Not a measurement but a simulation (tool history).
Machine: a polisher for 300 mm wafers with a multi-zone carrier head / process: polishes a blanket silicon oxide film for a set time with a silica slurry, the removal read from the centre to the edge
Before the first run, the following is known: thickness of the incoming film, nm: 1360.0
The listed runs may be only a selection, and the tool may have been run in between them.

run	hour	flow of slurry (ml/min)	pressure of the head's centre zone	pressure of the head's middle zone	pressure of the head's edge zone	abrasive content of the slurry	polishing time (s)	film removed at the wafer's centre (angstrom)	film removed at mid-radius (angstrom)	film removed at the wafer's edge (angstrom)
1	0	150	1	1	1	1	49	1331.7	1339.7	1396.1
2	7.6	170	1	1	1	1	49	1415.1	1356.5	1414.5
3	16.3	170	0.95	1	1	1	49	1354.6	1375.7	1384.4
4	20.5	165	0.93	0.98	0.98	0.9	48	1206.3	1271.6	1268.1
5	25.7	165	0.99	0.98	0.98	0.9	48	1271.2	1255.5	1271.5
# hour 28.8: worn pad replaced by a new one
6	28.8	160	0.98	0.96	0.97	0.85	47	1302.4	1253.5	1295.6
7	37.6	155	0.98	0.98	0.98	0.8	44	1173.9	1161	1170
8	43.6	150	0.96	0.97	0.98	0.75	42	1017	1043.6	1070.8
9	49	150	0.95	0.96	0.97	0.7	41	948.71	971.1	996.52

Run 10 has not been measured yet. What should we expect?
10	57.5	115	0.85	0.93	0.87	0.65	41	?	?	?

Run 10 gave film removed at the wafer's centre (angstrom) 758.05, film removed at mid-radius (angstrom) 825.89, film removed at the wafer's edge (angstrom) 867.03.
